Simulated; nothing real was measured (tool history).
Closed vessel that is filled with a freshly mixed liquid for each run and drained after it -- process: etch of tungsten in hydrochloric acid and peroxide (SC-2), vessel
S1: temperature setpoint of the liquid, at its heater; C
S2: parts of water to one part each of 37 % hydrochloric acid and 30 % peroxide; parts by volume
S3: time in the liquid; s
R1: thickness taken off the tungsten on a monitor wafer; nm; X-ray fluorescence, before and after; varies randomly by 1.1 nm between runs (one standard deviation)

| run | hour | S1 | S2 | S3 | R1 |
|---|---|---|---|---|---|
| 1 | 0.0 | 54.0 | 6.5 | 215 | 56.706 |
| 2 | 2.1 | 57.0 | 6.5 | 215 | 70.354 |
| 3 | 4.6 | 53.5 | 6.5 | 215 | 56.604 |
| 4 | 7.8 | 57.0 | 6.5 | 215 | 71.506 |
| 5 | 9.6 | 57.0 | 6.5 | 215 | 70.554 |
| 6 | 12.9 | 57.0 | 5.5 | 215 | 79.027 |
| 7 | 17.6 | 58.5 | 5.5 | 215 | 87.953 |
| 8 | 21.7 | 59.5 | 5.5 | 215 | 92.860 |

Forecast run 9:
| 9 | 26.1 | 60.5 | 5.5 | 215 | ? |

Run 9 produced R1 98.694 nm.
